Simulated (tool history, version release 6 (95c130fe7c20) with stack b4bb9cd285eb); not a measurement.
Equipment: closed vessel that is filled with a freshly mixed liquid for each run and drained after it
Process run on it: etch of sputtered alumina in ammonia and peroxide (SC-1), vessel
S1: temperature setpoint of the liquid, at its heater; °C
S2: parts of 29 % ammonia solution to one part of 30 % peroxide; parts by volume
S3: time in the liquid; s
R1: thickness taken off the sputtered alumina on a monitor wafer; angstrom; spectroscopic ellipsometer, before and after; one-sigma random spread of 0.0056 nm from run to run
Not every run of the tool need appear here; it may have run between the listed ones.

run    day    S1    S2  S3      R1
  1      0    46   0.8  75  23.298
  2  0.346    44  0.75  75  20.778
  3  0.583  42.5   0.7  75  18.915
  4  0.758  42.5   0.5  75   18.27
  5  0.854  41.5  0.45  75  17.119
  6    1.1  41.5  0.45  75  17.102
  7  1.238  40.5  0.45  75  16.153

Expected results for the next run?
  8  1.271  40  0.45  75   ?

{"run 8": {"R1": 15.687}}
